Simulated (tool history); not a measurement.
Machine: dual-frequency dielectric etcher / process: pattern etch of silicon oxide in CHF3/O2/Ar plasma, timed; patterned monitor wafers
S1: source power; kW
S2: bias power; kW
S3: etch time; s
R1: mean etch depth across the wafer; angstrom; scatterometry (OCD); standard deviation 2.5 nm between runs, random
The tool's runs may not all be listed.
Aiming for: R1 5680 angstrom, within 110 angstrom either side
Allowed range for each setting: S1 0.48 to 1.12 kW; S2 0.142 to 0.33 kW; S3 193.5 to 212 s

| run | hour | S1 | S2 | S3 | R1 |
|---|---|---|---|---|---|
| 1 | 0 | 0.8 | 0.236 | 212 | 5011.8 |
| 2 | 7.3 | 0.8 | 0.269 | 212 | 5214.6 |
| 3 | 8.7 | 0.68 | 0.269 | 212 | 4938.3 |
| 4 | 14.8 | 0.68 | 0.287 | 212 | 5068.6 |
| 5 | 21.7 | 0.68 | 0.287 | 212 | 5061.3 |
| 6 | 23.8 | 0.68 | 0.287 | 193.5 | 4593.2 |
| 7 | 31.5 | 0.68 | 0.287 | 193.5 | 4630.4 |
| 8 | 38.9 | 0.84 | 0.313 | 195 | 5065.1 |
| 9 | 43.1 | 0.89 | 0.317 | 196.5 | 5230.2 |
| 10 | 51.7 | 1.05 | 0.329 | 197 | 5550.2 |

Of the 4 settings listed for the next run, only one would bring every result within its allowed miss of target. Which one?
| A | 60.3 | 1.03 | 0.314 | 193.5 | ? |
| B | 60.3 | 1.12 | 0.258 | 206.5 | ? |
| C | 60.3 | 0.97 | 0.329 | 207.5 | ? |
| D | 60.3 | 1.11 | 0.263 | 199.5 | ? |

| move | R1 |
|---|---|
| A | 5336.1 |
| B | 5504 |
| C | 5706.3 |
| D | 5332.8 |
A: lands further from the targets than the last run did
B: lands further from the targets than the last run did
C: every result lands within tolerance
D: lands further from the targets than the last run did
Answer: C
